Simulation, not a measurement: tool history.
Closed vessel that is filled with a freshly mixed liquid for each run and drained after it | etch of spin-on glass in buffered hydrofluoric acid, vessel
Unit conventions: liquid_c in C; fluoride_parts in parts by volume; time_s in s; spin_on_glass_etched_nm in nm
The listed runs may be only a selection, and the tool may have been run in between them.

run 1 hour=0.0 | liquid_c=21.0 fluoride_parts=16.5 time_s=30 | spin_on_glass_etched_nm=79.394
run 2 hour=7.6 | liquid_c=24.0 fluoride_parts=16.5 time_s=30 | spin_on_glass_etched_nm=93.721
run 3 hour=13.5 | liquid_c=24.0 fluoride_parts=16.5 time_s=30 | spin_on_glass_etched_nm=93.327
run 4 hour=21.0 | liquid_c=24.5 fluoride_parts=15.5 time_s=30 | spin_on_glass_etched_nm=102.170
run 5 hour=29.2 | liquid_c=28.0 fluoride_parts=15.5 time_s=30 | spin_on_glass_etched_nm=122.860
run 6 hour=36.0 | liquid_c=28.0 fluoride_parts=15.5 time_s=30 | spin_on_glass_etched_nm=123.810
run 7 hour=38.7 | liquid_c=28.0 fluoride_parts=14.5 time_s=30 | spin_on_glass_etched_nm=132.240
run 8 hour=43.9 | liquid_c=28.0 fluoride_parts=14.0 time_s=30 | spin_on_glass_etched_nm=136.530

Expected results for the next run?
run 9 hour=48.8 | liquid_c=28.0 fluoride_parts=13.5 time_s=30 | spin_on_glass_etched_nm=?

spin_on_glass_etched_nm: 141.140 nm

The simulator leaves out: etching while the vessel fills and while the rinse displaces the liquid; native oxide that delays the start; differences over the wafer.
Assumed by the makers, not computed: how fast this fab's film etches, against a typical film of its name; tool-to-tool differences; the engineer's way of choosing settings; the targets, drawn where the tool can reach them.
